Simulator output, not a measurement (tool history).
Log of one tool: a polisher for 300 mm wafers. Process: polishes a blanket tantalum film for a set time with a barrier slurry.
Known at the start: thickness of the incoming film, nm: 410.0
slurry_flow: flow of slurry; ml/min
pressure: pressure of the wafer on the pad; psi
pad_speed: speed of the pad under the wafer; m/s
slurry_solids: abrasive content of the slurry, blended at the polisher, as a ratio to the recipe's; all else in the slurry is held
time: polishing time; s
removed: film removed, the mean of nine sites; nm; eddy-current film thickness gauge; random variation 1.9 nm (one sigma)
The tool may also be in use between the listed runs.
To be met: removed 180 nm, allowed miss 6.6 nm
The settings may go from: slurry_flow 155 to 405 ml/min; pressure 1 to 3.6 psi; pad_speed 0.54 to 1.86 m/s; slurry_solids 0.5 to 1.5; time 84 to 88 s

run	hour	slurry_flow	pressure	pad_speed	slurry_solids	time	removed
1	0	260	2.3	1.18	1	84	199.64
2	4.5	260	2.3	1.18	1.2	84	212.37
3	8.8	260	2.3	1.38	1.2	84	238.05
4	16.3	260	2.3	1.38	1.2	88	245.67
5	20.8	260	2.1	1.38	1.2	88	224.42
6	25.6	260	1.9	1.38	1.2	88	208.29
7	32.8	260	1.8	1.38	1.2	88	201.32
# hour 40.5: head pressure recalibrated
8	40.5	260	1.8	1.38	1.2	88	216.69
9	42.8	260	1.6	1.38	1.2	88	193.59

4 next moves are on the table. One of them brings every result within its allowed miss. Which?
A	45.1	265	1.7	1.24	1.2	84	?
B	45.1	215	1.8	1.3	1.2	85	?
C	45.1	225	1.9	1.36	0.9	84	?
D	45.1	240	1.8	1.46	1.2	87	?

move	removed
A	181.31
B	195.67
C	196.15
D	221.64
A: meets every target
B: further off than the last run
C: further off than the last run
D: further off than the last run
Answer: A

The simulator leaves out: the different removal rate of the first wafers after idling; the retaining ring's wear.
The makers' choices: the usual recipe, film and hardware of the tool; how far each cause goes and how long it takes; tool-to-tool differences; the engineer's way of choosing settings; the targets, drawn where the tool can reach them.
